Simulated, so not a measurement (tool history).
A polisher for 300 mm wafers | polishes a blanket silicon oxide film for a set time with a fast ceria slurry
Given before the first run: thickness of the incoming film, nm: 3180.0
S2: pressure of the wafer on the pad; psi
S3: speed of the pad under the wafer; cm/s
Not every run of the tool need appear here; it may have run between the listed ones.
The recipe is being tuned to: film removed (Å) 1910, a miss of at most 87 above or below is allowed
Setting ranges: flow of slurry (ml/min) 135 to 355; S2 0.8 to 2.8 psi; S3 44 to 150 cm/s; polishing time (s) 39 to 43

{"run": 1, "hour": 0.0, "flow of slurry (ml/min)": 225, "S2": 1.8, "S3": 96, "polishing time (s)": 43, "film removed (Å)": 3860.3}
{"run": 2, "hour": 2.4, "flow of slurry (ml/min)": 225, "S2": 1.7, "S3": 94, "polishing time (s)": 43, "film removed (Å)": 3706.4}
{"run": 3, "hour": 9.2, "flow of slurry (ml/min)": 225, "S2": 1.7, "S3": 108, "polishing time (s)": 43, "film removed (Å)": 4191.8}
{"run": 4, "hour": 16.3, "flow of slurry (ml/min)": 225, "S2": 1.6, "S3": 104, "polishing time (s)": 43, "film removed (Å)": 3872.4}
{"hour": 19.8, "done": "slurry nozzle cleaned"}
{"run": 5, "hour": 19.8, "flow of slurry (ml/min)": 225, "S2": 1.2, "S3": 104, "polishing time (s)": 43, "film removed (Å)": 2929.1}
{"run": 6, "hour": 27.8, "flow of slurry (ml/min)": 225, "S2": 1.1, "S3": 102, "polishing time (s)": 43, "film removed (Å)": 2695.1}
{"run": 7, "hour": 35.7, "flow of slurry (ml/min)": 225, "S2": 1.1, "S3": 100, "polishing time (s)": 43, "film removed (Å)": 2679.5}
{"run": 8, "hour": 37.7, "flow of slurry (ml/min)": 225, "S2": 1.1, "S3": 100, "polishing time (s)": 43, "film removed (Å)": 2628.4}
{"run": 9, "hour": 42.4, "flow of slurry (ml/min)": 225, "S2": 1.1, "S3": 98, "polishing time (s)": 43, "film removed (Å)": 2603.9}

Below are 4 possible settings for the next run. Only one of them brings all results inside the allowed miss of their targets. Which is it?
{"run": "A", "hour": 47.1, "flow of slurry (ml/min)": 230, "S2": 1, "S3": 84, "polishing time (s)": 40, "film removed (Å)": "?"}
{"run": "B", "hour": 47.1, "flow of slurry (ml/min)": 220, "S2": 1.3, "S3": 108, "polishing time (s)": 43, "film removed (Å)": "?"}
{"run": "C", "hour": 47.1, "flow of slurry (ml/min)": 235, "S2": 1.2, "S3": 142, "polishing time (s)": 43, "film removed (Å)": "?"}
{"run": "D", "hour": 47.1, "flow of slurry (ml/min)": 185, "S2": 1.4, "S3": 104, "polishing time (s)": 43, "film removed (Å)": "?"}

move=A film_removed_(Å)=1917.8
move=B film_removed_(Å)=3358.5
move=C film_removed_(Å)=4098.6
move=D film_removed_(Å)=3388.2
A: each result inside its tolerance
B: its largest miss is bigger than the last run's
C: its largest miss is bigger than the last run's
D: its largest miss is bigger than the last run's
Go with A: it meets all targets.
